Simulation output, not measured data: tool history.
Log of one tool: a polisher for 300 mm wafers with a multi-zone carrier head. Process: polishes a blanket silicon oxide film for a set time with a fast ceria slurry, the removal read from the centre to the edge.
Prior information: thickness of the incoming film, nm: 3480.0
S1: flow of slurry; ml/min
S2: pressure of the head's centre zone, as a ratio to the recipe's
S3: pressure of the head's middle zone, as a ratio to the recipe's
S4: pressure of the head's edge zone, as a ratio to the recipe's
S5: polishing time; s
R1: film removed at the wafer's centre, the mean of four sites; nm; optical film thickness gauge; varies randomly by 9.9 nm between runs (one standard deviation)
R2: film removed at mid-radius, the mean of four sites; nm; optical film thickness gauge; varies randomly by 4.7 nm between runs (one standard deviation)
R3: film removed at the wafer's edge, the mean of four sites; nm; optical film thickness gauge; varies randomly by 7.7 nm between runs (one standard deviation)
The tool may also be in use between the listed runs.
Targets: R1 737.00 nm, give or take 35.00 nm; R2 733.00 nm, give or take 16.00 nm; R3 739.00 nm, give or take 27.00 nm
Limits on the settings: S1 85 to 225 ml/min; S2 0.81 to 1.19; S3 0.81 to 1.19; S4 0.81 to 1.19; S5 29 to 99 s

| run | hour | S1 | S2 | S3 | S4 | S5 | R1 | R2 | R3 |
|---|---|---|---|---|---|---|---|---|---|
| 1 | 0.0 | 145 | 1.00 | 1.00 | 1.00 | 64 | 1410.90 | 1331.80 | 1331.40 |
| 2 | 2.0 | 145 | 0.94 | 1.00 | 1.00 | 64 | 1330.30 | 1362.60 | 1323.10 |
| 3 | 4.0 | 145 | 1.01 | 1.00 | 1.00 | 64 | 1417.70 | 1336.50 | 1332.90 |
| 4 | 11.3 | 130 | 0.96 | 0.96 | 0.95 | 54 | 1131.50 | 1078.70 | 1075.10 |
| 5 | 19.9 | 120 | 0.92 | 0.92 | 0.91 | 49 | 950.54 | 915.03 | 957.26 |
| 6 | 25.7 | 120 | 0.91 | 0.92 | 0.88 | 45 | 850.49 | 841.79 | 853.39 |
|  | 34.4 | centre zone pressure recalibrated |
| 7 | 34.4 | 120 | 0.90 | 0.91 | 0.86 | 43 | 790.17 | 798.04 | 815.13 |
| 8 | 41.8 | 115 | 0.91 | 0.91 | 0.84 | 42 | 739.03 | 769.58 | 782.94 |
| 9 | 43.1 | 115 | 0.95 | 0.91 | 0.83 | 41 | 783.83 | 755.49 | 756.47 |

Which single option among these 4 for the next run brings every result within its allowed miss of target? Just one does.
| A | 44.4 | 105 | 0.94 | 0.87 | 0.92 | 44 | ? | ? | ? |
| B | 44.4 | 120 | 0.98 | 0.89 | 0.81 | 41 | ? | ? | ? |
| C | 44.4 | 100 | 0.87 | 0.94 | 0.81 | 41 | ? | ? | ? |
| D | 44.4 | 90 | 0.96 | 0.93 | 0.84 | 42 | ? | ? | ? |

| move | R1 | R2 | R3 |
|---|---|---|---|
| A | 807.85 | 766.73 | 831.16 |
| B | 816.50 | 753.16 | 753.41 |
| C | 685.75 | 751.97 | 728.65 |
| D | 747.79 | 739.33 | 741.32 |
A: its largest miss is bigger than the last run's
B: its largest miss is bigger than the last run's
C: about as far from the targets as the last run
D: hits every target within its allowed miss
Move D is the one to make.

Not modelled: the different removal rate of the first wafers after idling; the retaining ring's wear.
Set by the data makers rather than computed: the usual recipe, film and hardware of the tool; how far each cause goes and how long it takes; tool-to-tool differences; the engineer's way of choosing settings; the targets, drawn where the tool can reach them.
